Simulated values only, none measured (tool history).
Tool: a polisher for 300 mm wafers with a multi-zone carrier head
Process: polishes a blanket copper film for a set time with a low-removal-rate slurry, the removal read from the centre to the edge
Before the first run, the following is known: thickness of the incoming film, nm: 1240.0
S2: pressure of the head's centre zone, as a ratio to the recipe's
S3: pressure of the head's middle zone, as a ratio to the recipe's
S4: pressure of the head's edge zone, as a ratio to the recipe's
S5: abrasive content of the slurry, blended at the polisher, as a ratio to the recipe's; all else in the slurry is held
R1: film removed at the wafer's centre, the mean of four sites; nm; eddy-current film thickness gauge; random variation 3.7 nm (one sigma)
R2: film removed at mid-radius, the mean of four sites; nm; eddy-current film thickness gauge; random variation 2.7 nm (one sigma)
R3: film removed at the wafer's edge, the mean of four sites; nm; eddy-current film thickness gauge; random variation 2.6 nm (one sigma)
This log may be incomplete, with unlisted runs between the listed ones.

Run 1, hour 0: flow of slurry (ml/min) 155, S2 1, S3 1, S4 1, S5 1, polishing time (s) 70. Result: R1 251.21 nm, R2 244.11 nm, R3 243.93 nm.
Run 2, hour 3.6: flow of slurry (ml/min) 165, S2 1.02, S3 1.02, S4 1.02, S5 1.05, polishing time (s) 70. Result: R1 262.69 nm, R2 254.81 nm, R3 254.01 nm.
Run 3, hour 4.8: flow of slurry (ml/min) 165, S2 1.02, S3 1.02, S4 1.02, S5 1.15, polishing time (s) 70. Result: R1 269.52 nm, R2 263.19 nm, R3 259.23 nm.
Run 4, hour 10.4: flow of slurry (ml/min) 175, S2 1.04, S3 1.04, S4 1.04, S5 1.15, polishing time (s) 70. Result: R1 272.6 nm, R2 266.97 nm, R3 272.36 nm.
Run 5, hour 15: flow of slurry (ml/min) 175, S2 1.04, S3 1.12, S4 1.04, S5 1.15, polishing time (s) 70. Result: R1 275.61 nm, R2 282.71 nm, R3 263.77 nm.
Run 6, hour 21: flow of slurry (ml/min) 185, S2 1.06, S3 1.13, S4 1.04, S5 1.2, polishing time (s) 70. Result: R1 292.41 nm, R2 293.27 nm, R3 276.27 nm.
Run 7, hour 29.1: flow of slurry (ml/min) 195, S2 1.07, S3 1.14, S4 1.04, S5 1.2, polishing time (s) 70. Result: R1 293.8 nm, R2 295.2 nm, R3 272.84 nm.

What does the tool deliver on the next run?
Run 8, hour 37.3: flow of slurry (ml/min) 200, S2 1.09, S3 1.15, S4 1.05, S5 1.25, polishing time (s) 70. Result: R1 ?, R2 ?, R3 ?.

R1: 302.47 nm
R2: 300.87 nm
R3: 283.41 nm

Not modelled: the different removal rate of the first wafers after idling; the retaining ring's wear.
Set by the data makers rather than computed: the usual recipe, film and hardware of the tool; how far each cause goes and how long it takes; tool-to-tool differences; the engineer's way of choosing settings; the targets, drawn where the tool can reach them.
